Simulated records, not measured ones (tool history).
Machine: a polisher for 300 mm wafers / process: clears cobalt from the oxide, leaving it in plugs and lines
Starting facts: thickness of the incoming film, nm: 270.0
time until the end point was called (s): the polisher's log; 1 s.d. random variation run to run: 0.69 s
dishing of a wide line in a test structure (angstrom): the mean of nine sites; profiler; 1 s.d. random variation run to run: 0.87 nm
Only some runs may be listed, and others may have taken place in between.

| run | hour | flow of slurry (ml/min) | pressure of the wafer on the pad (kPa) | speed of the pad under the wafer (m/s) | overpolish time after the end point (s) | time until the end point was called (s) | dishing of a wide line in a test structure (angstrom) |
|---|---|---|---|---|---|---|---|
| 1 | 0 | 130 | 17.2 | 0.96 | 22 | 47.467 | 568.79 |
| 2 | 3.3 | 130 | 17.2 | 0.96 | 29 | 48.198 | 612.18 |
| 3 | 6.5 | 130 | 17.2 | 0.96 | 38 | 47.227 | 633.6 |
| 4 | 10.7 | 130 | 16.5 | 0.96 | 37 | 49.057 | 630.16 |
|  | 17.4 | head pressure recalibrated |
| 5 | 17.4 | 130 | 16.5 | 0.96 | 43 | 47.056 | 633.59 |
| 6 | 18.1 | 130 | 15.9 | 0.96 | 42 | 47.863 | 636.96 |
| 7 | 22.8 | 115 | 11.7 | 0.94 | 36 | 67.815 | 610.89 |

Run 8 has not been measured yet. What should we expect?
| 8 | 29.1 | 125 | 11.7 | 0.94 | 34 | ? | ? |

{"run 8": {"time until the end point was called (s)": 67.762, "dishing of a wide line in a test structure (angstrom)": 580.25}}
